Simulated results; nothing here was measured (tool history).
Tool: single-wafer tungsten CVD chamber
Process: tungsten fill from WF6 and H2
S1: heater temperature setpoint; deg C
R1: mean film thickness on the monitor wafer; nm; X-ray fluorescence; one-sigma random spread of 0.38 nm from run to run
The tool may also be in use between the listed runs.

run 1 day=0.000 | S1=395 chamber_pressure_(Pa)=6119 deposition_time_(s)=20.2 | R1=64.898
run 2 day=0.038 | S1=400 chamber_pressure_(Pa)=6146 deposition_time_(s)=20.2 | R1=70.065
run 3 day=0.329 | S1=404 chamber_pressure_(Pa)=6173 deposition_time_(s)=20.2 | R1=75.549
run 4 day=0.375 | S1=407 chamber_pressure_(Pa)=6186 deposition_time_(s)=20.2 | R1=78.824
run 5 day=0.571 | S1=402 chamber_pressure_(Pa)=6186 deposition_time_(s)=20.2 | R1=73.320
run 6 day=0.683 | S1=406 chamber_pressure_(Pa)=6213 deposition_time_(s)=20.2 | R1=78.274
run 7 day=0.783 | S1=409 chamber_pressure_(Pa)=6226 deposition_time_(s)=20.2 | R1=81.770

What does the tool deliver on the next run?
run 8 day=1.033 | S1=411 chamber_pressure_(Pa)=6239 deposition_time_(s)=20.2 | R1=?

{"run 8": {"R1": 84.739}}
